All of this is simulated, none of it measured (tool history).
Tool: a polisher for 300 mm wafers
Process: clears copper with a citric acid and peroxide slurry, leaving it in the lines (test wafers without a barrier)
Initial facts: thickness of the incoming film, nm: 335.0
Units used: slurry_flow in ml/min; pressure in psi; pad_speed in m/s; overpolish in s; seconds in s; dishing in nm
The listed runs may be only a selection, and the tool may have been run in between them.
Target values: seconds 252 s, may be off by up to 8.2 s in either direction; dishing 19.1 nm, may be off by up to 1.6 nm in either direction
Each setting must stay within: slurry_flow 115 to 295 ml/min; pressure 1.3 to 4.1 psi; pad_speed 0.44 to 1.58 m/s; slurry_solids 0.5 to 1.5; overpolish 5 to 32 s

run 1 hour=0 | slurry_flow=190 pressure=2.7 pad_speed=1 slurry_solids=1 overpolish=16 | seconds=168.75 dishing=22.595
run 2 hour=2.9 | slurry_flow=190 pressure=2.7 pad_speed=1 slurry_solids=1.15 overpolish=16 | seconds=164.59 dishing=23.568
run 3 hour=4.6 | slurry_flow=170 pressure=2.7 pad_speed=1 slurry_solids=1.15 overpolish=16 | seconds=167.61 dishing=22.401
run 4 hour=12.5 | slurry_flow=170 pressure=2.7 pad_speed=1 slurry_solids=1.15 overpolish=22 | seconds=167.27 dishing=28.713
run 5 hour=16.5 | slurry_flow=170 pressure=3.3 pad_speed=1 slurry_solids=1.15 overpolish=22 | seconds=140.97 dishing=32.534
run 6 hour=25.2 | slurry_flow=170 pressure=3.3 pad_speed=1.24 slurry_solids=1.15 overpolish=22 | seconds=115.11 dishing=37.778
run 7 hour=26.4 | slurry_flow=165 pressure=2.6 pad_speed=1.16 slurry_solids=1.15 overpolish=21 | seconds=151.39 dishing=29.328
run 8 hour=28.9 | slurry_flow=160 pressure=2.2 pad_speed=1.12 slurry_solids=1.15 overpolish=21 | seconds=182.79 dishing=24.777
run 9 hour=36.6 | slurry_flow=155 pressure=1.9 pad_speed=1.12 slurry_solids=1.15 overpolish=21 | seconds=213.02 dishing=23.054
run 10 hour=45.5 | slurry_flow=150 pressure=1.8 pad_speed=1.12 slurry_solids=1.15 overpolish=21 | seconds=227.7 dishing=21.878
run 11 hour=52 | slurry_flow=140 pressure=1.8 pad_speed=1.12 slurry_solids=1.15 overpolish=21 | seconds=230.78 dishing=20.695
run 12 hour=60.9 | slurry_flow=135 pressure=1.8 pad_speed=1.12 slurry_solids=1.15 overpolish=21 | seconds=232.83 dishing=21.959
run 13 hour=61.5 | slurry_flow=130 pressure=1.8 pad_speed=1.12 slurry_solids=1.15 overpolish=20 | seconds=236.57 dishing=21.154

4 candidate next runs follow, results not yet known. Just one meets every target within its allowed miss. Identify it.
run A hour=62.1 | slurry_flow=145 pressure=1.7 pad_speed=1.18 slurry_solids=0.95 overpolish=18 | seconds=? dishing=?
run B hour=62.1 | slurry_flow=115 pressure=1.8 pad_speed=1.1 slurry_solids=1.45 overpolish=26 | seconds=? dishing=?
run C hour=62.1 | slurry_flow=175 pressure=2.3 pad_speed=0.78 slurry_solids=1.1 overpolish=20 | seconds=? dishing=?
run D hour=62.1 | slurry_flow=140 pressure=1.6 pad_speed=1.2 slurry_solids=1.1 overpolish=19 | seconds=? dishing=?

move=A seconds=234.23 dishing=18.027
move=B seconds=237.29 dishing=23.634
move=C seconds=250.5 dishing=18.759
move=D seconds=240.63 dishing=18.386
A: further off than the last run
B: further off than the last run
C: hits every target within its allowed miss
D: an improvement on the last run, though not all results are within tolerance
Move C is the one to make.
